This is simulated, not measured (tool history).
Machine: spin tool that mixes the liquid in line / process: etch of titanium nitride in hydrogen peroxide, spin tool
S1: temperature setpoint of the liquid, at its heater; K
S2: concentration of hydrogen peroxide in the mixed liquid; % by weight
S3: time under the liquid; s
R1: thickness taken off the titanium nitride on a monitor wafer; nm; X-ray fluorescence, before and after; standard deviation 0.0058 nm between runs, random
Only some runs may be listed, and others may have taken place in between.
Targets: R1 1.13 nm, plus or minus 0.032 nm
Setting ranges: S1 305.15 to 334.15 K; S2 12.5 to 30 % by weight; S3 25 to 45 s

{"run": 1, "hour": 0.0, "S1": 318.15, "S2": 23.5, "S3": 45, "R1": 1.5753}
{"run": 2, "hour": 7.1, "S1": 317.15, "S2": 23.5, "S3": 45, "R1": 1.4787}
{"run": 3, "hour": 14.9, "S1": 322.15, "S2": 23.5, "S3": 45, "R1": 2.1223}
{"run": 4, "hour": 21.3, "S1": 320.15, "S2": 23.5, "S3": 45, "R1": 1.8387}
{"run": 5, "hour": 29.5, "S1": 322.65, "S2": 23.5, "S3": 45, "R1": 2.2049}
{"run": 6, "hour": 34.3, "S1": 328.15, "S2": 23.5, "S3": 45, "R1": 3.2676}
{"run": 7, "hour": 42.8, "S1": 328.15, "S2": 23.5, "S3": 45, "R1": 3.2437}
{"run": 8, "hour": 44.6, "S1": 324.65, "S2": 23.5, "S3": 45, "R1": 2.5283}
{"run": 9, "hour": 48.1, "S1": 322.15, "S2": 23.5, "S3": 45, "R1": 2.131}
{"run": 10, "hour": 57.1, "S1": 320.15, "S2": 23.5, "S3": 45, "R1": 1.8477}
{"run": 11, "hour": 63.7, "S1": 318.65, "S2": 23.5, "S3": 45, "R1": 1.6338}
{"run": 12, "hour": 67.9, "S1": 317.65, "S2": 23.5, "S3": 45, "R1": 1.5195}
{"run": 13, "hour": 70.6, "S1": 316.65, "S2": 23.5, "S3": 45, "R1": 1.4053}
{"run": 14, "hour": 79.0, "S1": 316.15, "S2": 23.5, "S3": 45, "R1": 1.3594}
{"run": 15, "hour": 86.3, "S1": 315.65, "S2": 23.5, "S3": 45, "R1": 1.3126}
{"run": 16, "hour": 93.0, "S1": 315.15, "S2": 23.5, "S3": 45, "R1": 1.2597}
{"run": 17, "hour": 95.5, "S1": 314.65, "S2": 23.5, "S3": 45, "R1": 1.2084}
{"run": 18, "hour": 104.0, "S1": 314.15, "S2": 23.5, "S3": 45, "R1": 1.1717}

5 next moves are on the table. One of them brings every result within its allowed miss. Which?
{"run": "A", "hour": 112.5, "S1": 313.65, "S2": 23, "S3": 45, "R1": "?"}
{"run": "B", "hour": 112.5, "S1": 315.15, "S2": 21.5, "S3": 45, "R1": "?"}
{"run": "C", "hour": 112.5, "S1": 312.15, "S2": 30, "S3": 45, "R1": "?"}
{"run": "D", "hour": 112.5, "S1": 315.15, "S2": 20, "S3": 45, "R1": "?"}
{"run": "E", "hour": 112.5, "S1": 314.65, "S2": 23.5, "S3": 45, "R1": "?"}

move=A R1=1.1205
move=B R1=1.2382
move=C R1=1.0581
move=D R1=1.2191
move=E R1=1.2152
A: every result lands within tolerance
B: lands further from the targets than the last run did
C: pushes the last run's worst result past its target
D: lands further from the targets than the last run did
E: lands further from the targets than the last run did
The move that meets every target is A.

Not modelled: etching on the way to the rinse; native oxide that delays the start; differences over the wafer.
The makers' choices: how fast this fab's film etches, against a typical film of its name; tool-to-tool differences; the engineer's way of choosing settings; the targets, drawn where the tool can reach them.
